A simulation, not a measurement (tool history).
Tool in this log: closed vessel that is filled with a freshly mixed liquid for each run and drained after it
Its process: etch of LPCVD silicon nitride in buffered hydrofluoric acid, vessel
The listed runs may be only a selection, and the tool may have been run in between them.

run	hour	temperature setpoint of the liquid (C)	parts of 40 % ammonium fluoride to one part of 49 % hydrofluoric acid (parts by volume)	time in the liquid (s)	thickness taken off the LPCVD silicon nitride on a monitor wafer (angstrom)
1	0	22	10.5	385	48.28
2	2.5	22	10.5	300	37.472
3	9.6	22	10.5	385	48.089
4	18.8	21	10.5	385	45.979
5	25.3	17.5	10.5	385	37.361
6	34.5	17.5	10.5	300	29.055
7	40.6	19	10.5	300	31.757
8	50.1	20	10.5	300	33.537

Expected results for the next run?
9	59.5	21	10.5	300	?

Run 9 measured thickness taken off the LPCVD silicon nitride on a monitor wafer (angstrom) 35.487.

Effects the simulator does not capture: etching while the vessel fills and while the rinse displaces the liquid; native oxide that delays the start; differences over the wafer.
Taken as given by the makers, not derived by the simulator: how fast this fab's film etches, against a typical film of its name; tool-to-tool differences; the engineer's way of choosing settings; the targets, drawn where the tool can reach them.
